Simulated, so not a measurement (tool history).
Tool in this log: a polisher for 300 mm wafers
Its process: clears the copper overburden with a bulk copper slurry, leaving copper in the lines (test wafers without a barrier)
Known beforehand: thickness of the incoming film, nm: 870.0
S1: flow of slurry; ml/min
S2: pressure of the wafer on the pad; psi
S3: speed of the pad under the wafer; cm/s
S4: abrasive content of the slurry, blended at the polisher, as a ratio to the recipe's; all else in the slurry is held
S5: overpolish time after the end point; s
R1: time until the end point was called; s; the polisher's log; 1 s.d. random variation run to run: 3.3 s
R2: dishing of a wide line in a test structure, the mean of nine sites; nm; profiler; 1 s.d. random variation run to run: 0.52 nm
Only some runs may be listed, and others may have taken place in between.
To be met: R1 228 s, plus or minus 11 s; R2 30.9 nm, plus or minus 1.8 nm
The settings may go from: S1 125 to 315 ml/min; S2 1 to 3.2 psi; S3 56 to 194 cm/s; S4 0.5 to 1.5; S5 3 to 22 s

run  hour   S1   S2   S3  S4  S5      R1      R2
  1     0  205  2.1  124   1  11  101.68  56.045
  2   5.3  205  1.8  114   1  11  121.59  46.385
  3   9.8  205  1.8  136   1  11  105.94  52.913
  4  18.6  205  1.8  136   1   8  107.46  41.831
  5  20.2  250  1.8  136   1   8  103.18  42.832
  6  21.9  250  2.1  136   1   8  90.673  47.816
  7  28.5  240  1.8  118   1   9  118.38  41.761
  8  34.6  235  1.6  106   1  10   147.1  38.505
  9  39.3  235  1.4  100   1  10   175.6  33.164
 10  48.1  235  1.4  100   1  10  174.09  32.588
 11  50.2  235  1.3   98   1  11  189.47  32.711
 12  58.2  235  1.2   98   1  11     207  30.664

Which one of the following 4 next-run settings gets every result inside its allowed miss? There is exactly one.
  A  66.2  230  1.5   98   0.9   9   ?   ?
  B  66.2  160  1.1  142  0.55  10   ?   ?
  C  66.2  220  1.4  102     1  10   ?   ?
  D  66.2  175  1.4   80  0.85  12   ?   ?

move      R1      R2
   A  174.01  31.045
   B  190.12  30.885
   C  177.35  33.243
   D  231.65  30.963
A: moves away from the targets compared with the last run
B: moves away from the targets compared with the last run
C: moves away from the targets compared with the last run
D: in spec on every target
Move D is the one to make.
